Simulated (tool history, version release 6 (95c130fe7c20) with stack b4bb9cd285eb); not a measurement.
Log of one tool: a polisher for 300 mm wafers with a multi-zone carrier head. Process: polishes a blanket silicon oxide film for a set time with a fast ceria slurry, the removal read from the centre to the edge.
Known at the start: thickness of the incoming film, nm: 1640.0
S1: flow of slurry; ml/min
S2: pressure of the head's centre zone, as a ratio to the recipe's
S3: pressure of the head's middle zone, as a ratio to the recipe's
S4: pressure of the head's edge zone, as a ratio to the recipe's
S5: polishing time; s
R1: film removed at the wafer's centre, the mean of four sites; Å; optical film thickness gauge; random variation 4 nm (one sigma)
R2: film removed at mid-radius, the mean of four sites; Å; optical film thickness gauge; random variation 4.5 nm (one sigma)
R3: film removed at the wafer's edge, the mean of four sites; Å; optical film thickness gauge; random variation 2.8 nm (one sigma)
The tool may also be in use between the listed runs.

run 1 hour=0.0 | S1=230 S2=1.00 S3=1.00 S4=1.00 S5=30 | R1=5292.2 R2=5566.7 R3=5280.1
run 2 hour=3.1 | S1=225 S2=0.99 S3=0.97 S4=0.99 S5=28 | R1=5008.9 R2=4957.0 R3=4933.6
run 3 hour=11.9 | S1=225 S2=0.99 S3=0.97 S4=0.99 S5=34 | R1=5995.3 R2=6101.1 R3=5899.6
run 4 hour=15.7 | S1=220 S2=0.97 S3=0.96 S4=0.97 S5=31 | R1=5323.9 R2=5513.0 R3=5279.6
run 5 hour=20.3 | S1=215 S2=0.95 S3=0.94 S4=0.96 S5=28 | R1=4658.9 R2=4827.3 R3=4828.8
run 6 hour=27.5 | S1=215 S2=0.95 S3=0.94 S4=0.91 S5=28 | R1=4650.4 R2=4792.3 R3=4700.4
run 7 hour=29.0 | S1=210 S2=0.94 S3=0.93 S4=0.90 S5=26 | R1=4304.7 R2=4415.2 R3=4360.0

Forecast run 8:
run 8 hour=34.9 | S1=205 S2=0.93 S3=0.92 S4=0.89 S5=25 | R1=? R2=? R3=?

{"run 8": {"R1": 3999.0, "R2": 4130.1, "R3": 4161.9}}
